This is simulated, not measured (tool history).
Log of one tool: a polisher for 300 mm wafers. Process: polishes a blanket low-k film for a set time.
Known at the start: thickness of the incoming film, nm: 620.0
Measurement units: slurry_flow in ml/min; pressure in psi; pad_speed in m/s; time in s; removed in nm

run,hour,slurry_flow,pressure,pad_speed,slurry_solids,time,removed
1,0,185,1.3,0.88,1,43,11.767
2,1.3,185,1.4,0.88,1,43,12.74
3,9.1,185,1.1,0.88,1,43,9.8725
4,16.1,185,1.2,0.88,1,43,10.727
5,19.2,185,1.5,0.88,1,43,13.552
6,24.4,185,1.5,0.88,1.2,43,14.244

The next listed run, before its measurement:
7,33.2,185,1.6,0.88,1.2,43,?

For run 7 the tool returned removed 15.164 nm.
